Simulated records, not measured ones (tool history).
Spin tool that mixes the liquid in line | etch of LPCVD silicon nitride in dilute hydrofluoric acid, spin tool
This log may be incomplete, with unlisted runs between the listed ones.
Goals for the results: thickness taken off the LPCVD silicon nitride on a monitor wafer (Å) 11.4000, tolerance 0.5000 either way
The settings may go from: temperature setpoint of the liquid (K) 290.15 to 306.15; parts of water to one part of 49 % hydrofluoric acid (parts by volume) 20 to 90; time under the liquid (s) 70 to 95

| run | hour | temperature setpoint of the liquid (K) | parts of water to one part of 49 % hydrofluoric acid (parts by volume) | time under the liquid (s) | thickness taken off the LPCVD silicon nitride on a monitor wafer (Å) |
|---|---|---|---|---|---|
| 1 | 0.0 | 298.15 | 50 | 95 | 8.9798 |
| 2 | 6.8 | 299.65 | 50 | 95 | 10.1660 |
| 3 | 8.7 | 299.65 | 50 | 70 | 7.3519 |
| 4 | 11.7 | 303.15 | 50 | 70 | 9.1445 |
| 5 | 16.8 | 303.65 | 50 | 70 | 9.6280 |
| 6 | 19.5 | 303.65 | 35 | 70 | 13.6330 |
| 7 | 20.5 | 303.15 | 35 | 70 | 13.0380 |
| 8 | 26.6 | 302.65 | 35 | 70 | 12.5470 |
| 9 | 35.4 | 302.15 | 35 | 70 | 12.4160 |
| 10 | 44.3 | 301.65 | 35 | 70 | 12.0150 |

Which one of the following 5 next-run settings gets every result inside its allowed miss? There is exactly one.
| A | 53.2 | 297.65 | 30 | 75 | ? |
| B | 53.2 | 303.15 | 45 | 85 | ? |
| C | 53.2 | 304.15 | 55 | 80 | ? |
| D | 53.2 | 300.15 | 40 | 75 | ? |
| E | 53.2 | 299.65 | 40 | 75 | ? |

| move | thickness taken off the LPCVD silicon nitride on a monitor wafer (Å) |
|---|---|
| A | 11.3010 |
| B | 12.4130 |
| C | 10.2130 |
| D | 10.1020 |
| E | 9.7724 |
A: meets every target
B: lands further from the targets than the last run did
C: takes the result that was furthest off past its target
D: takes the result that was furthest off past its target
E: takes the result that was furthest off past its target
The move that meets every target is A.
